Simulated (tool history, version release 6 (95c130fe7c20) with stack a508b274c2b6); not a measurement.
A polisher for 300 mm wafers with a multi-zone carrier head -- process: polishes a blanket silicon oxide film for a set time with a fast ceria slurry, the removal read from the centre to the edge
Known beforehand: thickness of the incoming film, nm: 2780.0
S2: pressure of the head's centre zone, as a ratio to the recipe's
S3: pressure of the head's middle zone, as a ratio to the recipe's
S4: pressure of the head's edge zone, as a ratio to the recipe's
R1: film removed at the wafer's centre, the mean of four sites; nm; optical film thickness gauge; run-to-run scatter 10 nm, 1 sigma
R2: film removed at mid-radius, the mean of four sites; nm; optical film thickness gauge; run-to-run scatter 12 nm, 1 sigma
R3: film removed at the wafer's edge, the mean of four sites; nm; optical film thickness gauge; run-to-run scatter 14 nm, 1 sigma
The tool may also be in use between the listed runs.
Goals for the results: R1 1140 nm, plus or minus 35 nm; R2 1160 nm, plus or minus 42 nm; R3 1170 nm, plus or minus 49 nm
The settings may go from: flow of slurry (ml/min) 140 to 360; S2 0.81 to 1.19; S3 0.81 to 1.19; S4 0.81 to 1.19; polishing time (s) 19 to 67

{"run": 1, "day": 0.0, "flow of slurry (ml/min)": 230, "S2": 1, "S3": 1, "S4": 1, "polishing time (s)": 43, "R1": 824.99, "R2": 786.88, "R3": 788.02}
{"run": 2, "day": 0.254, "flow of slurry (ml/min)": 230, "S2": 1, "S3": 1.08, "S4": 1, "polishing time (s)": 43, "R1": 812.57, "R2": 856.67, "R3": 804.5}
{"run": 3, "day": 0.379, "flow of slurry (ml/min)": 230, "S2": 1.04, "S3": 1.08, "S4": 1, "polishing time (s)": 43, "R1": 858.37, "R2": 849.88, "R3": 798.3}
{"run": 4, "day": 0.417, "flow of slurry (ml/min)": 235, "S2": 1.04, "S3": 1.09, "S4": 1.04, "polishing time (s)": 46, "R1": 902.11, "R2": 922.55, "R3": 877.41}
{"run": 5, "day": 0.758, "flow of slurry (ml/min)": 240, "S2": 1.05, "S3": 1.09, "S4": 1.07, "polishing time (s)": 48, "R1": 952.63, "R2": 977.77, "R3": 947.1}
{"run": 6, "day": 0.871, "flow of slurry (ml/min)": 205, "S2": 1.05, "S3": 1.09, "S4": 1.07, "polishing time (s)": 48, "R1": 936.25, "R2": 946.59, "R3": 920.64}
{"run": 7, "day": 1.046, "flow of slurry (ml/min)": 220, "S2": 1.07, "S3": 1.1, "S4": 1.1, "polishing time (s)": 49, "R1": 962.11, "R2": 976.6, "R3": 960.68}
{"run": 8, "day": 1.129, "flow of slurry (ml/min)": 235, "S2": 1.08, "S3": 1.11, "S4": 1.12, "polishing time (s)": 50, "R1": 1015.4, "R2": 1004.2, "R3": 1006.5}
{"run": 9, "day": 1.379, "flow of slurry (ml/min)": 250, "S2": 1.08, "S3": 1.13, "S4": 1.14, "polishing time (s)": 51, "R1": 1055.4, "R2": 1064.1, "R3": 1023.1}
{"run": 10, "day": 1.496, "flow of slurry (ml/min)": 250, "S2": 1.07, "S3": 1.12, "S4": 1.15, "polishing time (s)": 52, "R1": 1059.1, "R2": 1088.8, "R3": 1057}
{"run": 11, "day": 1.679, "flow of slurry (ml/min)": 250, "S2": 1.07, "S3": 1.11, "S4": 1.16, "polishing time (s)": 53, "R1": 1080.3, "R2": 1088.6, "R3": 1090.7}
{"run": 12, "day": 1.858, "flow of slurry (ml/min)": 255, "S2": 1.07, "S3": 1.11, "S4": 1.17, "polishing time (s)": 54, "R1": 1101.8, "R2": 1104, "R3": 1101.4}

Next run, 5 choices. One meets every target within its allowed miss, the rest don't. Which?
{"run": "A", "day": 2.038, "flow of slurry (ml/min)": 255, "S2": 1.04, "S3": 1.08, "S4": 1.14, "polishing time (s)": 58, "R1": "?", "R2": "?", "R3": "?"}
{"run": "B", "day": 2.038, "flow of slurry (ml/min)": 255, "S2": 1.04, "S3": 1.15, "S4": 1.17, "polishing time (s)": 52, "R1": "?", "R2": "?", "R3": "?"}
{"run": "C", "day": 2.038, "flow of slurry (ml/min)": 220, "S2": 0.95, "S3": 1.06, "S4": 1.19, "polishing time (s)": 60, "R1": "?", "R2": "?", "R3": "?"}
{"run": "D", "day": 2.038, "flow of slurry (ml/min)": 265, "S2": 1.12, "S3": 1.04, "S4": 1.16, "polishing time (s)": 54, "R1": "?", "R2": "?", "R3": "?"}
{"run": "E", "day": 2.038, "flow of slurry (ml/min)": 240, "S2": 1.13, "S3": 1.19, "S4": 1.1, "polishing time (s)": 52, "R1": "?", "R2": "?", "R3": "?"}

move=A R1=1146.1 R2=1163.5 R3=1163.5
move=B R1=1028 R2=1099.2 R3=1056.3
move=C R1=1072.9 R2=1162.3 R3=1212.9
move=D R1=1143.5 R2=1054.4 R3=1097.5
move=E R1=1095.7 R2=1122.3 R3=1016.9
A: every result within its allowed miss
B: the biggest miss grows against the last run
C: meets the target for the result that was furthest off, but another lies outside its allowed miss
D: the biggest miss grows against the last run
E: the biggest miss grows against the last run
Go with A: it meets all targets.

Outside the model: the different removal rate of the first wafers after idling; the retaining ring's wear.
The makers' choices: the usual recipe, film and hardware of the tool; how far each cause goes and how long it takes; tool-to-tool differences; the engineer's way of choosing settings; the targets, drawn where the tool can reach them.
